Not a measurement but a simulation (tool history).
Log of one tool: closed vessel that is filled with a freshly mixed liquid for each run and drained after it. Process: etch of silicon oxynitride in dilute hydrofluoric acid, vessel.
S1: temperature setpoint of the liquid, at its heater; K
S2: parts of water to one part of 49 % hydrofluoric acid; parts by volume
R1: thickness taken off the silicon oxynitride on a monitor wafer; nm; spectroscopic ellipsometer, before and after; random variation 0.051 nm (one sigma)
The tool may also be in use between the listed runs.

run 1 hour=0.0 | S1=297.15 S2=105 time_in_the_liquid_(s)=885 | R1=14.769
run 2 hour=6.2 | S1=297.15 S2=75 time_in_the_liquid_(s)=885 | R1=21.209
run 3 hour=7.7 | S1=294.15 S2=75 time_in_the_liquid_(s)=885 | R1=18.114
run 4 hour=11.2 | S1=294.15 S2=60 time_in_the_liquid_(s)=885 | R1=23.054
run 5 hour=17.0 | S1=295.65 S2=60 time_in_the_liquid_(s)=885 | R1=24.735
run 6 hour=20.1 | S1=294.15 S2=70 time_in_the_liquid_(s)=885 | R1=19.644

Run 7 comes next. What will it give?
run 7 hour=28.0 | S1=293.15 S2=75 time_in_the_liquid_(s)=885 | R1=?

{"run 7": {"R1": 17.243}}
